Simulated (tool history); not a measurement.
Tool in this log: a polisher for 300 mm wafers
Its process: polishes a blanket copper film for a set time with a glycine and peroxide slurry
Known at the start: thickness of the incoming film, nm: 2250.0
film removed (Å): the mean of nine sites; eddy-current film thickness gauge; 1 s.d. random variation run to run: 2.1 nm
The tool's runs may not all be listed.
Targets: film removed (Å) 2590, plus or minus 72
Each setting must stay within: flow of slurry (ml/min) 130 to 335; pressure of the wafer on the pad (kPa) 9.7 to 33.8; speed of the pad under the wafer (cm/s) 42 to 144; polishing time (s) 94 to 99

run  hour  flow of slurry (ml/min)  pressure of the wafer on the pad (kPa)  speed of the pad under the wafer (cm/s)  polishing time (s)  film removed (Å)
  1     0                      215                                    21.4                                       92                  94            4707.6
  2   8.6                      215                                    21.4                                       78                  94            4063.6
  3  16.2                      215                                    21.4                                       58                  94            3240.8
  4  24.9                      210                                      20                                       58                  94            3102.6
  5  27.7                      210                                    19.3                                       58                  94            3040.7
  6  29.5                      210                                    18.6                                       58                  94            3010.4
  7  35.5                      210                                    17.9                                       58                  94            2968.2
  8  41.7                      205                                    17.2                                       58                  94            2900.1
  9  48.4                      205                                    16.5                                       58                  94            2859.5
 10  49.4                      205                                    15.9                                       58                  94            2776.6

Which of these 4 next moves meets every target?
  A  50.4                      210                                    14.5                                       48                  94                 ?
  B  50.4                      140                                    12.4                                       80                  97                 ?
  C  50.4                      150                                    15.9                                       52                  94                 ?
  D  50.4                      255                                     9.7                                       66                  94                 ?

move  film removed (Å)
   A            2365.1
   B            3105.2
   C            2467.3
   D            2594.8
A: takes the result that was furthest off past its target
B: misses by more than the last run did
C: takes the result that was furthest off past its target
D: hits every target within its allowed miss
Correct choice: D, which meets every target

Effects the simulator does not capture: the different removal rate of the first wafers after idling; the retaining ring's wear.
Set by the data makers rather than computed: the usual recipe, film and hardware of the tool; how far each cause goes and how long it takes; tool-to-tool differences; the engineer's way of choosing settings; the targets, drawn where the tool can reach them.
